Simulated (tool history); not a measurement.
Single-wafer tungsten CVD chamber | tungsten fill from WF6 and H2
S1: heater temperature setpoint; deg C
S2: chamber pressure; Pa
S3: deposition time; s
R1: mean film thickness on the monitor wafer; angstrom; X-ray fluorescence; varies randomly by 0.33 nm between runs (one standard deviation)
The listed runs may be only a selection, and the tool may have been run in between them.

{"run": 1, "day": 0.0, "S1": 385, "S2": 5826, "S3": 41.1, "R1": 1117.9}
{"run": 2, "day": 0.279, "S1": 385, "S2": 5120, "S3": 41.1, "R1": 1049.8}
{"run": 3, "day": 0.388, "S1": 385, "S2": 5120, "S3": 41.1, "R1": 1046.6}
{"run": 4, "day": 0.671, "S1": 390, "S2": 5133, "S3": 41.1, "R1": 1153}
{"run": 5, "day": 0.933, "S1": 383, "S2": 5133, "S3": 41.1, "R1": 1010.2}
{"run": 6, "day": 1.3, "S1": 388, "S2": 5146, "S3": 41.1, "R1": 1106.7}

What does the tool deliver on the next run?
{"run": 7, "day": 1.571, "S1": 392, "S2": 5160, "S3": 41.1, "R1": "?"}

Run 7 gave R1 1196.9 angstrom.

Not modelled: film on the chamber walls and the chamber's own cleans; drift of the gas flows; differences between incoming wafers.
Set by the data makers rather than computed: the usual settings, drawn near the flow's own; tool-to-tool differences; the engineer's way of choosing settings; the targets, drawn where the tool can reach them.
